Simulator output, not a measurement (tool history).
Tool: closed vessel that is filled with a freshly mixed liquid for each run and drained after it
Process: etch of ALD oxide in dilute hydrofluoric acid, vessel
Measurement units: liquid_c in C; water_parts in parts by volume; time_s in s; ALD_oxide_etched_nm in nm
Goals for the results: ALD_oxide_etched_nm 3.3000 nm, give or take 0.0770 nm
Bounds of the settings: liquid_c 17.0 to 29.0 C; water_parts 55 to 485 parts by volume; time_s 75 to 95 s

{"run": 1, "hour": 0.0, "liquid_c": 21.0, "water_parts": 270, "time_s": 95, "ALD_oxide_etched_nm": 4.8726}
{"run": 2, "hour": 8.9, "liquid_c": 21.0, "water_parts": 270, "time_s": 95, "ALD_oxide_etched_nm": 4.9433}
{"run": 3, "hour": 13.3, "liquid_c": 20.5, "water_parts": 280, "time_s": 95, "ALD_oxide_etched_nm": 4.6497}
{"run": 4, "hour": 21.9, "liquid_c": 20.0, "water_parts": 290, "time_s": 95, "ALD_oxide_etched_nm": 4.2811}
{"run": 5, "hour": 25.9, "liquid_c": 19.5, "water_parts": 295, "time_s": 95, "ALD_oxide_etched_nm": 4.1903}
{"run": 6, "hour": 34.3, "liquid_c": 17.5, "water_parts": 295, "time_s": 95, "ALD_oxide_etched_nm": 3.832}
{"run": 7, "hour": 35.5, "liquid_c": 17.5, "water_parts": 300, "time_s": 95, "ALD_oxide_etched_nm": 3.826}
{"run": 8, "hour": 38.1, "liquid_c": 17.5, "water_parts": 305, "time_s": 95, "ALD_oxide_etched_nm": 3.7201}

Below are 5 possible settings for the next run. Only one of them brings all results inside the allowed miss of their targets. Which is it?
{"run": "A", "hour": 40.7, "liquid_c": 17.0, "water_parts": 285, "time_s": 75, "ALD_oxide_etched_nm": "?"}
{"run": "B", "hour": 40.7, "liquid_c": 17.5, "water_parts": 330, "time_s": 90, "ALD_oxide_etched_nm": "?"}
{"run": "C", "hour": 40.7, "liquid_c": 19.0, "water_parts": 295, "time_s": 90, "ALD_oxide_etched_nm": "?"}
{"run": "D", "hour": 40.7, "liquid_c": 17.5, "water_parts": 285, "time_s": 95, "ALD_oxide_etched_nm": "?"}
{"run": "E", "hour": 40.7, "liquid_c": 21.5, "water_parts": 310, "time_s": 75, "ALD_oxide_etched_nm": "?"}

move=A ALD_oxide_etched_nm=3.1335
move=B ALD_oxide_etched_nm=3.1871
move=C ALD_oxide_etched_nm=3.8830
move=D ALD_oxide_etched_nm=4.0454
move=E ALD_oxide_etched_nm=3.3271
A: takes the biggest miss from the last run beyond its target
B: takes the biggest miss from the last run beyond its target
C: moves away from the targets compared with the last run
D: moves away from the targets compared with the last run
E: all results land within tolerance of their targets
Answer: E

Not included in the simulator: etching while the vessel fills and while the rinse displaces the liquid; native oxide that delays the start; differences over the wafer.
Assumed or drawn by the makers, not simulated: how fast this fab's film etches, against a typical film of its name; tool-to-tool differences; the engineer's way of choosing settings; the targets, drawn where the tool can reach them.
